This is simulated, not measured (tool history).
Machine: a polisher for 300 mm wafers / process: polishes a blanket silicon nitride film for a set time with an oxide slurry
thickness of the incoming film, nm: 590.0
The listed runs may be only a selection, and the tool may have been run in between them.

run    day  flow of slurry (ml/min)  pressure of the wafer on the pad (kPa)  speed of the pad under the wafer (m/s)  abrasive content of the slurry  polishing time (s)  film removed (angstrom)
  1      0                      185                                    30.3                                    0.94                               1                  65                   440.61
  2  0.338                      180                                    30.3                                    0.94                               1                  65                   438.96
  3  0.404                      180                                    30.3                                    0.94                            1.15                  65                   469.02
  4  0.512                      140                                    30.3                                    0.94                            1.15                  65                   445.77
  5  0.567                      140                                    24.1                                    0.94                            1.15                  65                   360.13
  6  0.721                      165                                    24.8                                    0.94                            1.15                  65                    381.7
  7  1.021                      180                                    24.8                                    0.94                            1.15                  65                   389.81
  8    1.4                      195                                    24.8                                    0.94                            1.15                  65                    388.2
  9   1.45                      205                                    25.5                                    0.94                            1.15                  65                   402.43

Run 10 is up next; what results do you expect?
 10  1.621                      215                                    25.5                                    0.94                            1.15                  65                        ?

film removed (angstrom): 405.53
